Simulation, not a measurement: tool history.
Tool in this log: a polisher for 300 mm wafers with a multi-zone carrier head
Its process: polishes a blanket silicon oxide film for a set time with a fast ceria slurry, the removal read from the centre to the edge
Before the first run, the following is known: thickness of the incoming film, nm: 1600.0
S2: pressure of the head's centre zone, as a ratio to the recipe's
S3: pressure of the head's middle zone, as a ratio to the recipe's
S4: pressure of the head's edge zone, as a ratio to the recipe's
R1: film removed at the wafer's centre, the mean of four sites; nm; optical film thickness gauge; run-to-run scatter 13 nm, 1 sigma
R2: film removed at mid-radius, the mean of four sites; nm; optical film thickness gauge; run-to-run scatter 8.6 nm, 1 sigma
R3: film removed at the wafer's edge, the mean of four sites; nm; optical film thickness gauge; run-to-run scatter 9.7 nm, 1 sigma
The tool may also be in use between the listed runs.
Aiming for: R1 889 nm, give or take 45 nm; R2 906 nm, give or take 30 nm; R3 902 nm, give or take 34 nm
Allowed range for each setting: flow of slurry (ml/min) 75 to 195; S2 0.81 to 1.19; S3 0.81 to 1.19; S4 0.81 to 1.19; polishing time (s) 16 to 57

Run 1, hour 0: flow of slurry (ml/min) 125, S2 1, S3 1, S4 1, polishing time (s) 36. Result: R1 569.44 nm, R2 600.06 nm, R3 595.73 nm.
Run 2, hour 1.9: flow of slurry (ml/min) 125, S2 1, S3 1.05, S4 1, polishing time (s) 36. Result: R1 573.1 nm, R2 631.57 nm, R3 602.1 nm.
Run 3, hour 8.1: flow of slurry (ml/min) 130, S2 1.01, S3 1.05, S4 1.02, polishing time (s) 37. Result: R1 598.73 nm, R2 660.91 nm, R3 628.87 nm.
Run 4, hour 12.6: flow of slurry (ml/min) 130, S2 1.01, S3 1.05, S4 1.09, polishing time (s) 37. Result: R1 589.35 nm, R2 648.27 nm, R3 657.71 nm.
Run 5, hour 15.8: flow of slurry (ml/min) 130, S2 1.01, S3 1.01, S4 1.09, polishing time (s) 37. Result: R1 612.4 nm, R2 636.34 nm, R3 642.25 nm.
Run 6, hour 16.4: flow of slurry (ml/min) 130, S2 1.02, S3 1.02, S4 1.1, polishing time (s) 38. Result: R1 614.67 nm, R2 665.78 nm, R3 658.87 nm.
Run 7, hour 17.7: flow of slurry (ml/min) 135, S2 1.02, S3 1.01, S4 1.11, polishing time (s) 39. Result: R1 663.38 nm, R2 679.47 nm, R3 705.93 nm.
Run 8, hour 26.6: flow of slurry (ml/min) 140, S2 1.03, S3 1.03, S4 1.12, polishing time (s) 39. Result: R1 651.47 nm, R2 682.69 nm, R3 709.63 nm.
Run 9, hour 27.7: flow of slurry (ml/min) 140, S2 1.05, S3 1.04, S4 1.11, polishing time (s) 40. Result: R1 691.49 nm, R2 704.25 nm, R3 713.17 nm.
Run 10, hour 31.6: flow of slurry (ml/min) 145, S2 1.06, S3 1.05, S4 1.12, polishing time (s) 41. Result: R1 708.67 nm, R2 739.34 nm, R3 739.2 nm.
Run 11, hour 33.6: flow of slurry (ml/min) 150, S2 1.07, S3 1.05, S4 1.13, polishing time (s) 42. Result: R1 731.53 nm, R2 753.53 nm, R3 759.72 nm.
Run 12, hour 34.6: flow of slurry (ml/min) 155, S2 1.08, S3 1.05, S4 1.13, polishing time (s) 43. Result: R1 771.19 nm, R2 770.73 nm, R3 785.62 nm.
Run 13, hour 40.1: flow of slurry (ml/min) 155, S2 1.09, S3 1.06, S4 1.13, polishing time (s) 44. Result: R1 804.03 nm, R2 796.61 nm, R3 811.63 nm.
Run 14, hour 44.7: flow of slurry (ml/min) 155, S2 1.09, S3 1.07, S4 1.13, polishing time (s) 44. Result: R1 779.42 nm, R2 803.16 nm, R3 803.31 nm.
Run 15, hour 50.7: flow of slurry (ml/min) 160, S2 1.09, S3 1.07, S4 1.13, polishing time (s) 44. Result: R1 800.77 nm, R2 814.45 nm, R3 803.02 nm.
At hour 52.7: centre zone pressure recalibrated.
Run 16, hour 52.7: flow of slurry (ml/min) 160, S2 1.09, S3 1.07, S4 1.14, polishing time (s) 44. Result: R1 890.78 nm, R2 808.9 nm, R3 805.18 nm.
Run 17, hour 59: flow of slurry (ml/min) 160, S2 1.09, S3 1.07, S4 1.14, polishing time (s) 44. Result: R1 858.59 nm, R2 821.65 nm, R3 810.81 nm.
Run 18, hour 63.9: flow of slurry (ml/min) 160, S2 1.08, S3 1.07, S4 1.15, polishing time (s) 44. Result: R1 863.92 nm, R2 816.67 nm, R3 805.76 nm.

Which of these 4 next moves meets every target?
Run A, hour 68.8: flow of slurry (ml/min) 110, S2 1.07, S3 1.11, S4 1.16, polishing time (s) 50. Result: R1 ?, R2 ?, R3 ?.
Run B, hour 68.8: flow of slurry (ml/min) 190, S2 1.14, S3 1.03, S4 1.14, polishing time (s) 41. Result: R1 ?, R2 ?, R3 ?.
Run C, hour 68.8: flow of slurry (ml/min) 185, S2 1.11, S3 0.9, S4 1.19, polishing time (s) 43. Result: R1 ?, R2 ?, R3 ?.
Run D, hour 68.8: flow of slurry (ml/min) 180, S2 1, S3 0.93, S4 1.16, polishing time (s) 45. Result: R1 ?, R2 ?, R3 ?.

move      R1      R2      R3
   A   894.3  889.28  881.25
   B  849.82  744.61  761.56
   C  867.64  694.86  816.01
   D  830.91  744.87  840.01
A: every result lands within tolerance
B: lands further from the targets than the last run did
C: lands further from the targets than the last run did
D: lands further from the targets than the last run did
So the answer is move A, the one that meets all the targets.
